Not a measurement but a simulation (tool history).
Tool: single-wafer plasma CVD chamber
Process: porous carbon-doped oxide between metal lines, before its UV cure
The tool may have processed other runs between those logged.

run,day,heater temperature setpoint (K),RF power (kW),deposition time (s),mean film thickness on the monitor wafer (angstrom)
1,0.000,573.15,0.450,19.0,949.67
2,0.088,573.15,0.450,19.0,947.28
3,0.400,567.15,0.455,19.0,985.58
4,0.683,567.15,0.410,19.0,914.63
5,0.892,558.15,0.410,19.0,966.74
6,1.079,568.15,0.410,19.0,917.70

Forecast run 7:
7,1.158,564.15,0.430,19.0,?

mean film thickness on the monitor wafer (angstrom): 961.15
